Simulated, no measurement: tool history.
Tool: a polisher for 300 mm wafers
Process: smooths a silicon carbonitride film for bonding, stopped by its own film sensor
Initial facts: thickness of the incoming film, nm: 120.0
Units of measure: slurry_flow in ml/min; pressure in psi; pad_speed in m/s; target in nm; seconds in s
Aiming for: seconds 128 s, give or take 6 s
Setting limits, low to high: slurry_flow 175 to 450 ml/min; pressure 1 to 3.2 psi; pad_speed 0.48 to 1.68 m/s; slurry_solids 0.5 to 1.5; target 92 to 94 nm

run  hour  slurry_flow  pressure  pad_speed  slurry_solids  target  seconds
  1     0          290       2.1       1.08              1      94   78.289
  2   2.9          230       2.1       1.08              1      94   81.042
  3   8.2          230       1.8       1.08              1      94   92.898
  4  12.4          230       2.1       1.08              1      94   81.878
  5  16.9          295       2.1       1.08              1      94   78.294
  6  23.4          295       1.8       1.08              1      94   90.755
  7    26          295       1.7       1.08              1      94   95.502
  8  30.6          295       1.6       1.08              1      94   101.65
  9  37.5          295       1.5       1.08              1      94   108.72
 10  42.2          295       1.4       1.08              1      94   114.36

Which of these 5 next moves meets every target?
  A  46.9          290       1.3       1.26              1      94        ?
  B  46.9          390       1.4       1.04            1.1      94        ?
  C  46.9          285       1.5        1.2            0.8      93        ?
  D  46.9          315       1.1       1.14           1.05      94        ?
  E  46.9          335       1.5       0.84           1.05      94        ?

move  seconds
   A   112.59
   B   115.88
   C   114.06
   D   139.69
   E   132.09
A: misses by more than the last run did
B: closes in on the targets versus the last run, not all within tolerance yet
C: just as far off the targets as the last run
D: takes the result that was furthest off past its target
E: all results in spec
E is the move that brings every result within its allowed miss.
